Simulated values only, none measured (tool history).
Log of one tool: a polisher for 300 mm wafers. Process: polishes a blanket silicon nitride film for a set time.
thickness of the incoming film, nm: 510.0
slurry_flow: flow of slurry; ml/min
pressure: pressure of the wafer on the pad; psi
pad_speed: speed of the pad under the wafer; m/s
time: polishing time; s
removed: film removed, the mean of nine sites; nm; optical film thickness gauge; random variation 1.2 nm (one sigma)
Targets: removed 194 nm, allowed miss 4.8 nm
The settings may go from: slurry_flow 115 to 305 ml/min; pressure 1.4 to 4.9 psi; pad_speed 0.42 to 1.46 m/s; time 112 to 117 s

run  hour  slurry_flow  pressure  pad_speed  time  removed
  1     0          195       3.1       0.94   112   138.29
  2   5.8          200       3.2       0.94   112   141.86
  3  12.7          200       3.2       0.94   112   141.32
  4  17.8          150       3.2       0.94   112   135.28
  5    23          150       3.2       0.86   112   126.63
  6  29.7          160       3.4       0.86   112   135.27
  7  36.6          195       4.3       0.88   112   178.33
  8  43.7          200       4.3       0.88   112   180.65
  9  50.2          200       4.3       0.88   112   180.94
 10  57.4          205       4.3       0.88   112   181.83

Which of these 5 next moves meets every target?
  A  64.6          270       4.5       0.74   112        ?
  B  64.6          240       4.8       0.78   116        ?
  C  64.6          185       4.7       0.72   117        ?
  D  64.6          205       4.2       0.86   113        ?
  E  64.6          215       3.7        0.9   113        ?

move  removed
   A   170.22
   B   193.37
   C   172.96
   D   175.14
   E   161.53
A: further off than the last run
B: meets every target
C: further off than the last run
D: further off than the last run
E: further off than the last run
Answer: B
